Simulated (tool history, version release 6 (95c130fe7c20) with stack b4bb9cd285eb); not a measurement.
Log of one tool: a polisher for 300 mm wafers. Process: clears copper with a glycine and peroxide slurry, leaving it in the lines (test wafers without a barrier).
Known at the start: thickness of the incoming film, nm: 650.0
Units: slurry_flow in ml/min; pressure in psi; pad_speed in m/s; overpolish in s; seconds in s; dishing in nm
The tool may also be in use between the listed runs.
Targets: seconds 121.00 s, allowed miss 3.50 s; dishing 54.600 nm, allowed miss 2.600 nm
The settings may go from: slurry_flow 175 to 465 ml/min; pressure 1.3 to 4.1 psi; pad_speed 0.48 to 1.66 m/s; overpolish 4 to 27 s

run 1 day=0.000 | slurry_flow=295 pressure=2.7 pad_speed=1.06 overpolish=14 | seconds=123.77 dishing=40.085
run 2 day=0.192 | slurry_flow=220 pressure=2.7 pad_speed=1.06 overpolish=14 | seconds=127.50 dishing=40.604
run 3 day=0.388 | slurry_flow=220 pressure=3.2 pad_speed=1.06 overpolish=14 | seconds=111.88 dishing=42.894
run 4 day=0.725 | slurry_flow=220 pressure=3.2 pad_speed=0.94 overpolish=14 | seconds=124.25 dishing=40.511
run 5 day=0.804 | slurry_flow=220 pressure=3.2 pad_speed=0.94 overpolish=10 | seconds=124.57 dishing=31.745
run 6 day=0.833 | slurry_flow=220 pressure=3.2 pad_speed=0.94 overpolish=6 | seconds=125.02 dishing=20.661
run 7 day=1.138 | slurry_flow=215 pressure=3.3 pad_speed=0.92 overpolish=9 | seconds=123.70 dishing=29.224
run 8 day=1.479 | slurry_flow=210 pressure=3.4 pad_speed=0.88 overpolish=11 | seconds=125.19 dishing=33.288
run 9 day=1.504 | slurry_flow=210 pressure=3.4 pad_speed=0.88 overpolish=11 | seconds=127.36 dishing=33.043

Which of these 5 next moves meets every target?
run A day=1.529 | slurry_flow=265 pressure=3.4 pad_speed=0.82 overpolish=19 | seconds=? dishing=?
run B day=1.529 | slurry_flow=220 pressure=2.9 pad_speed=0.96 overpolish=15 | seconds=? dishing=?
run C day=1.529 | slurry_flow=210 pressure=3.4 pad_speed=0.88 overpolish=16 | seconds=? dishing=?
run D day=1.529 | slurry_flow=220 pressure=4.0 pad_speed=0.80 overpolish=21 | seconds=? dishing=?
run E day=1.529 | slurry_flow=190 pressure=3.5 pad_speed=1.00 overpolish=20 | seconds=? dishing=?

move=A seconds=130.78 dishing=48.459
move=B seconds=131.88 dishing=40.899
move=C seconds=126.88 dishing=44.042
move=D seconds=120.80 dishing=53.970
move=E seconds=113.09 dishing=53.787
A: nearer than the last run, and not there yet
B: nearer than the last run, and not there yet
C: nearer than the last run, and not there yet
D: meets every target
E: brings the result that was furthest off to its target, and leaves another outside
The right move is D.
